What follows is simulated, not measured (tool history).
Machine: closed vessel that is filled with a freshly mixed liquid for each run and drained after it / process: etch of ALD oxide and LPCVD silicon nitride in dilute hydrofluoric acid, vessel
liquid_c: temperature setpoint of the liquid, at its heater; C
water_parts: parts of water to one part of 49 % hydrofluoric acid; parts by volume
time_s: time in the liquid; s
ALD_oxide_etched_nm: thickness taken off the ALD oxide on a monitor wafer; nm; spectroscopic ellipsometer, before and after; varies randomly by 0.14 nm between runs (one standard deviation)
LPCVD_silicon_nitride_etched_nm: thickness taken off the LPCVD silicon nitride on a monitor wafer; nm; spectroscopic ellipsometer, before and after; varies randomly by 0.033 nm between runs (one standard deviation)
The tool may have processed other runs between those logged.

run,hour,liquid_c,water_parts,time_s,ALD_oxide_etched_nm,LPCVD_silicon_nitride_etched_nm
1,0,24,240,390,30.566,0.9891
2,7,21.5,240,390,27.67,0.75692
3,14.8,18.5,240,390,24.984,0.65059
4,17.6,18.5,240,330,21.201,0.57308
5,25.6,20.5,225,330,24.661,0.65424
6,27,22.5,215,320,27.294,0.74589

Run 7 is up next; what results do you expect?
7,28.5,24,205,315,?,?

{"run 7": {"ALD_oxide_etched_nm": 29.726, "LPCVD_silicon_nitride_etched_nm": 0.86616}}
